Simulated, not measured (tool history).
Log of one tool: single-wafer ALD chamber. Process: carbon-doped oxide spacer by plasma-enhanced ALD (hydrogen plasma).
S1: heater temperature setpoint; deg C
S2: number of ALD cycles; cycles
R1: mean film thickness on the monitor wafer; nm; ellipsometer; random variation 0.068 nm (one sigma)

Run 1, hour 0.0: S1 410 deg C, S2 490 cycles. Result: R1 25.207 nm.
Run 2, hour 7.5: S1 410 deg C, S2 459 cycles. Result: R1 23.808 nm.
Run 3, hour 9.0: S1 417 deg C, S2 459 cycles. Result: R1 23.135 nm.
Run 4, hour 9.8: S1 419 deg C, S2 451 cycles. Result: R1 22.570 nm.
Run 5, hour 14.9: S1 419 deg C, S2 501 cycles. Result: R1 25.102 nm.
Run 6, hour 19.9: S1 420 deg C, S2 488 cycles. Result: R1 24.257 nm.
Run 7, hour 22.0: S1 421 deg C, S2 477 cycles. Result: R1 23.752 nm.

Run 8 comes next. What will it give?
Run 8, hour 24.1: S1 422 deg C, S2 467 cycles. Result: R1 ?.

R1: 23.260 nm
